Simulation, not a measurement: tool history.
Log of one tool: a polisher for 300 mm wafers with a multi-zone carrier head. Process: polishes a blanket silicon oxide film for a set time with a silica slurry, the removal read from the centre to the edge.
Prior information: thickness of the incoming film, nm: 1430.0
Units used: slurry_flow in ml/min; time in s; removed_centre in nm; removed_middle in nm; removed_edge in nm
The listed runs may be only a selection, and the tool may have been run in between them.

run 1 hour=0.0 | slurry_flow=305 centre_zone=1.00 middle_zone=1.00 edge_zone=1.00 slurry_solids=1.00 time=87 | removed_centre=299.24 removed_middle=288.01 removed_edge=286.89
run 2 hour=5.2 | slurry_flow=305 centre_zone=1.00 middle_zone=1.00 edge_zone=0.92 slurry_solids=1.00 time=87 | removed_centre=296.63 removed_middle=291.30 removed_edge=277.77
run 3 hour=8.0 | slurry_flow=320 centre_zone=1.04 middle_zone=1.05 edge_zone=0.96 slurry_solids=1.05 time=87 | removed_centre=322.20 removed_middle=305.63 removed_edge=288.39
run 4 hour=15.9 | slurry_flow=320 centre_zone=1.04 middle_zone=1.05 edge_zone=0.88 slurry_solids=1.05 time=87 | removed_centre=321.01 removed_middle=310.86 removed_edge=277.81
run 5 hour=24.7 | slurry_flow=320 centre_zone=1.04 middle_zone=1.05 edge_zone=0.88 slurry_solids=1.25 time=87 | removed_centre=350.42 removed_middle=333.02 removed_edge=304.13
run 6 hour=26.0 | slurry_flow=320 centre_zone=1.04 middle_zone=1.13 edge_zone=0.88 slurry_solids=1.25 time=87 | removed_centre=356.90 removed_middle=347.67 removed_edge=305.78
run 7 hour=31.1 | slurry_flow=335 centre_zone=1.04 middle_zone=1.15 edge_zone=0.89 slurry_solids=1.25 time=87 | removed_centre=353.47 removed_middle=353.03 removed_edge=312.35
run 8 hour=34.0 | slurry_flow=335 centre_zone=1.04 middle_zone=1.15 edge_zone=0.89 slurry_solids=1.25 time=87 | removed_centre=354.03 removed_middle=357.09 removed_edge=305.79
run 9 hour=35.2 | slurry_flow=345 centre_zone=1.05 middle_zone=1.16 edge_zone=0.91 slurry_solids=1.25 time=87 | removed_centre=359.93 removed_middle=354.42 removed_edge=307.78
run 10 hour=37.7 | slurry_flow=345 centre_zone=1.05 middle_zone=1.17 edge_zone=0.92 slurry_solids=1.30 time=87 | removed_centre=367.10 removed_middle=368.20 removed_edge=317.46
run 11 hour=40.2 | slurry_flow=345 centre_zone=1.06 middle_zone=1.17 edge_zone=0.93 slurry_solids=1.30 time=87 | removed_centre=369.43 removed_middle=365.43 removed_edge=324.55

What will run 12 give?
run 12 hour=47.4 | slurry_flow=350 centre_zone=1.07 middle_zone=1.18 edge_zone=0.93 slurry_solids=1.30 time=87 | removed_centre=? removed_middle=? removed_edge=?

{"run 12": {"removed_centre": 374.25, "removed_middle": 371.63, "removed_edge": 314.47}}
